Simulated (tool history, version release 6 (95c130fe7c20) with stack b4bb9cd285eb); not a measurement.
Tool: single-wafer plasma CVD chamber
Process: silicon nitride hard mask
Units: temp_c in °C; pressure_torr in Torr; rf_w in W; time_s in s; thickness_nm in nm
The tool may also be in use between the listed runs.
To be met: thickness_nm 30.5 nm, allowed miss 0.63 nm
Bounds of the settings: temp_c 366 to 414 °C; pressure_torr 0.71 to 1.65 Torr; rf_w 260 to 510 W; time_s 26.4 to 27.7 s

{"run": 1, "hour": 0.0, "temp_c": 390, "pressure_torr": 1.18, "rf_w": 385, "time_s": 27.7, "thickness_nm": 34.051}
{"run": 2, "hour": 1.9, "temp_c": 401, "pressure_torr": 1.18, "rf_w": 385, "time_s": 27.7, "thickness_nm": 33.778}
{"run": 3, "hour": 6.3, "temp_c": 401, "pressure_torr": 1.18, "rf_w": 385, "time_s": 27.7, "thickness_nm": 33.434}
{"run": 4, "hour": 15.0, "temp_c": 393, "pressure_torr": 1.18, "rf_w": 385, "time_s": 27.7, "thickness_nm": 33.636}
{"run": 5, "hour": 20.8, "temp_c": 393, "pressure_torr": 1.18, "rf_w": 385, "time_s": 27.7, "thickness_nm": 34.003}
{"run": 6, "hour": 24.7, "temp_c": 393, "pressure_torr": 1.35, "rf_w": 385, "time_s": 27.7, "thickness_nm": 35.384}
{"run": 7, "hour": 32.3, "temp_c": 393, "pressure_torr": 1.27, "rf_w": 380, "time_s": 27.7, "thickness_nm": 34.078}
{"run": 8, "hour": 40.1, "temp_c": 393, "pressure_torr": 1.27, "rf_w": 380, "time_s": 27.7, "thickness_nm": 34.284}
{"run": 9, "hour": 47.7, "temp_c": 393, "pressure_torr": 1.2, "rf_w": 375, "time_s": 27.7, "thickness_nm": 33.561}
{"run": 10, "hour": 51.3, "temp_c": 393, "pressure_torr": 1.14, "rf_w": 370, "time_s": 27.7, "thickness_nm": 32.699}
{"run": 11, "hour": 53.1, "temp_c": 393, "pressure_torr": 1.1, "rf_w": 365, "time_s": 27.7, "thickness_nm": 32.293}

5 next moves are on the table. One of them brings every result within its allowed miss. Which?
{"run": "A", "hour": 54.9, "temp_c": 394, "pressure_torr": 1.15, "rf_w": 355, "time_s": 26.4, "thickness_nm": "?"}
{"run": "B", "hour": 54.9, "temp_c": 400, "pressure_torr": 1.06, "rf_w": 360, "time_s": 27.7, "thickness_nm": "?"}
{"run": "C", "hour": 54.9, "temp_c": 396, "pressure_torr": 1.17, "rf_w": 340, "time_s": 27.7, "thickness_nm": "?"}
{"run": "D", "hour": 54.9, "temp_c": 392, "pressure_torr": 1.3, "rf_w": 380, "time_s": 27.7, "thickness_nm": "?"}
{"run": "E", "hour": 54.9, "temp_c": 400, "pressure_torr": 1.2, "rf_w": 380, "time_s": 27.7, "thickness_nm": "?"}

move=A thickness_nm=30.763
move=B thickness_nm=31.687
move=C thickness_nm=31.667
move=D thickness_nm=34.597
move=E thickness_nm=33.745
A: meets every target
B: nearer than the last run, and not there yet
C: nearer than the last run, and not there yet
D: further off than the last run
E: further off than the last run
Move A is the one to make.
